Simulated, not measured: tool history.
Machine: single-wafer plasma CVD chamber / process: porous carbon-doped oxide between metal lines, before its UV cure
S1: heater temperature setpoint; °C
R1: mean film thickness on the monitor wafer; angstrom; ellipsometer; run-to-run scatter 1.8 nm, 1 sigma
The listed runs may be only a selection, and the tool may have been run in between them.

Run 1, hour 0.0: S1 290 °C, RF power (W) 570, deposition time (s) 58.9. Result: R1 3325.0 angstrom.
Run 2, hour 1.7: S1 287 °C, RF power (W) 585, deposition time (s) 58.9. Result: R1 3461.0 angstrom.
Run 3, hour 7.1: S1 284 °C, RF power (W) 595, deposition time (s) 58.9. Result: R1 3576.7 angstrom.
Run 4, hour 10.0: S1 284 °C, RF power (W) 595, deposition time (s) 60.9. Result: R1 3698.1 angstrom.
Run 5, hour 15.8: S1 282 °C, RF power (W) 600, deposition time (s) 60.9. Result: R1 3740.6 angstrom.
Run 6, hour 19.0: S1 282 °C, RF power (W) 530, deposition time (s) 60.9. Result: R1 3441.5 angstrom.

Forecast run 7:
Run 7, hour 22.7: S1 270 °C, RF power (W) 620, deposition time (s) 60.9. Result: R1 ?.

{"run 7": {"R1": 4136.1}}
